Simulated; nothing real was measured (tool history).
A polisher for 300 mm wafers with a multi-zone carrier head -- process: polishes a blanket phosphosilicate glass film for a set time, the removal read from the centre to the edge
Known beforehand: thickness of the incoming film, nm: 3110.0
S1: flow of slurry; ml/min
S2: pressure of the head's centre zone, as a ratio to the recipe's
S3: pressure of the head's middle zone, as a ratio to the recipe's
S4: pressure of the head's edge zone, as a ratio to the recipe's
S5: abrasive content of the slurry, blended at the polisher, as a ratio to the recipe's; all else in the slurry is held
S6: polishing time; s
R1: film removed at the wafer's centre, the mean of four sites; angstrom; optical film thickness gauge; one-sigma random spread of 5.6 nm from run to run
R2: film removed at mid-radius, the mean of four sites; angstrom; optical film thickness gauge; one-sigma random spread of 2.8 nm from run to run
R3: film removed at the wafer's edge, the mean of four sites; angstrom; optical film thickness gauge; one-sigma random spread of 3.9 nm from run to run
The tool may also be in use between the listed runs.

run,hour,S1,S2,S3,S4,S5,S6,R1,R2,R3
1,0,120,1,1,1,1,62,6610.7,6361.8,6447.7
2,5.1,120,0.93,1,1,1,62,6166.4,6274,6451
3,12.7,95,0.93,1,1,1,62,5815.3,6064.3,6214.9
4,15.4,95,0.97,0.95,0.95,0.85,61,5628,5381.9,5586.1
5,19.4,95,1.05,0.95,0.95,0.85,61,6054.5,5366.6,5660.7
6,21.3,95,1.06,0.92,0.92,0.75,60,5660.2,4862.2,5168.9
7,23.7,95,1.07,0.9,0.89,0.7,60,5627.7,4609,4976.7
8,31.4,95,1.07,0.89,0.87,0.65,60,5363.8,4415.7,4713.8
9,33.2,95,1.07,0.89,0.87,0.65,60,5352.3,4490.8,4746.7
10,34.6,80,1.09,0.85,0.81,0.5,60,4708.1,3628.6,4052.4
11,35.7,90,1.08,0.85,0.81,0.5,60,4744.7,3805.2,4069.2
12,39.5,95,1.08,0.85,0.82,0.5,60,4912.4,3828,4066.7

For run 13, what comes out?
13,40.2,95,1.08,0.86,0.84,0.5,60,?,?,?

Run 13 gave R1 4835 angstrom, R2 3835.2 angstrom, R3 4136.2 angstrom.
